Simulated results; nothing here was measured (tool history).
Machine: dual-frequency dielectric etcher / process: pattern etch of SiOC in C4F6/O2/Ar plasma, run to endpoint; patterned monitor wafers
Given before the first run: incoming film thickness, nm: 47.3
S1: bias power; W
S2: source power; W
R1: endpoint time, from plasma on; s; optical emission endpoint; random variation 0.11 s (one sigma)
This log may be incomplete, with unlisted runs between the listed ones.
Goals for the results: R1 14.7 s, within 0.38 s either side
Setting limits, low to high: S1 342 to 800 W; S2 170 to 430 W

{"run": 1, "hour": 0.0, "S1": 571, "S2": 300, "R1": 16.546}
{"run": 2, "hour": 1.1, "S1": 586, "S2": 300, "R1": 16.213}
{"run": 3, "hour": 9.8, "S1": 550, "S2": 300, "R1": 16.442}
{"run": 4, "hour": 14.8, "S1": 563, "S2": 310, "R1": 16.259}
{"run": 5, "hour": 19.6, "S1": 576, "S2": 310, "R1": 16.198}
{"run": 6, "hour": 20.3, "S1": 589, "S2": 310, "R1": 16.026}
{"run": 7, "hour": 24.6, "S1": 600, "S2": 310, "R1": 15.909}
{"run": 8, "hour": 29.4, "S1": 610, "S2": 310, "R1": 15.78}
{"run": 9, "hour": 36.2, "S1": 619, "S2": 310, "R1": 15.787}
{"run": 10, "hour": 41.2, "S1": 628, "S2": 310, "R1": 15.661}
{"run": 11, "hour": 46.5, "S1": 636, "S2": 310, "R1": 15.714}
{"run": 12, "hour": 51.8, "S1": 645, "S2": 310, "R1": 15.456}
{"run": 13, "hour": 58.2, "S1": 651, "S2": 310, "R1": 15.325}
{"run": 14, "hour": 59.1, "S1": 656, "S2": 310, "R1": 15.505}
{"run": 15, "hour": 61.5, "S1": 656, "S2": 310, "R1": 15.586}
{"run": 16, "hour": 62.6, "S1": 663, "S2": 310, "R1": 15.565}
{"run": 17, "hour": 68.4, "S1": 670, "S2": 310, "R1": 15.522}
{"run": 18, "hour": 75.0, "S1": 676, "S2": 310, "R1": 15.276}
{"run": 19, "hour": 78.7, "S1": 681, "S2": 310, "R1": 15.503}

Exactly one of the 4 candidate moves below puts every result within its allowed miss. Which one?
{"run": "A", "hour": 82.4, "S1": 746, "S2": 320, "R1": "?"}
{"run": "B", "hour": 82.4, "S1": 800, "S2": 360, "R1": "?"}
{"run": "C", "hour": 82.4, "S1": 753, "S2": 350, "R1": "?"}
{"run": "D", "hour": 82.4, "S1": 718, "S2": 390, "R1": "?"}

move=A R1=14.416
move=B R1=13.43
move=C R1=13.867
move=D R1=13.504
A: in spec on every target
B: carries the result that was furthest off beyond its target, to the other side
C: carries the result that was furthest off beyond its target, to the other side
D: carries the result that was furthest off beyond its target, to the other side
The move that meets every target is A.
